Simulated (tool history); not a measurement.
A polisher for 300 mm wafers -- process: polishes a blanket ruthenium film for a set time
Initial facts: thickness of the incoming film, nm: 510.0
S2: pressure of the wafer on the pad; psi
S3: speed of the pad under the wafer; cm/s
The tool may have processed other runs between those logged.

{"run": 1, "day": 0.0, "flow of slurry (ml/min)": 210, "S2": 1.7, "S3": 128, "polishing time (s)": 19, "film removed (angstrom)": 257.5}
{"run": 2, "day": 0.296, "flow of slurry (ml/min)": 210, "S2": 1.7, "S3": 128, "polishing time (s)": 17, "film removed (angstrom)": 231.75}
{"run": 3, "day": 0.546, "flow of slurry (ml/min)": 210, "S2": 1.7, "S3": 142, "polishing time (s)": 17, "film removed (angstrom)": 252.97}
{"run": 4, "day": 0.596, "flow of slurry (ml/min)": 240, "S2": 1.7, "S3": 142, "polishing time (s)": 17, "film removed (angstrom)": 260.15}
{"day": 0.838, "done": "slurry nozzle cleaned"}
{"run": 5, "day": 0.838, "flow of slurry (ml/min)": 240, "S2": 1.7, "S3": 142, "polishing time (s)": 17, "film removed (angstrom)": 268.93}
{"run": 6, "day": 0.942, "flow of slurry (ml/min)": 240, "S2": 1.7, "S3": 110, "polishing time (s)": 17, "film removed (angstrom)": 209.32}
{"run": 7, "day": 1.175, "flow of slurry (ml/min)": 245, "S2": 1.9, "S3": 112, "polishing time (s)": 17, "film removed (angstrom)": 237.58}
{"run": 8, "day": 1.471, "flow of slurry (ml/min)": 250, "S2": 2.1, "S3": 114, "polishing time (s)": 17, "film removed (angstrom)": 265.29}
{"run": 9, "day": 1.742, "flow of slurry (ml/min)": 250, "S2": 2.2, "S3": 118, "polishing time (s)": 17, "film removed (angstrom)": 288.5}

Run 10 is up next; what results do you expect?
{"run": 10, "day": 1.767, "flow of slurry (ml/min)": 270, "S2": 2.7, "S3": 126, "polishing time (s)": 17, "film removed (angstrom)": "?"}

film removed (angstrom): 375.57
